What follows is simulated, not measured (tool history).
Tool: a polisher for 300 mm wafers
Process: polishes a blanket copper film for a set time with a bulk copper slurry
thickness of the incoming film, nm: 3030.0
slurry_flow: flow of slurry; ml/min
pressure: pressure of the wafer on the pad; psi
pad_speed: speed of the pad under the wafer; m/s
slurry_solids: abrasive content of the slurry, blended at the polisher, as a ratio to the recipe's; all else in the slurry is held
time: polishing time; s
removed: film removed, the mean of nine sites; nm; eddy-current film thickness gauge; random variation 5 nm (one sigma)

run  hour  slurry_flow  pressure  pad_speed  slurry_solids  time  removed
  1     0          245       3.3       1.14              1    86   1062.4
  2   1.6          245         3       1.14              1    86   953.51
  3   6.3          245       2.8       1.14              1    86   898.17
  4    15          245       2.6       1.14              1    86   835.92
  5  19.3          245       2.5       1.14              1    86   797.22
  6  26.1          245       2.5       1.14              1    90   834.21
  7  29.1          245       2.4       1.14              1    90   813.36

Forecast run 8:
  8  29.8          245       2.3       1.14              1    90        ?

{"run 8": {"removed": 774.53}}
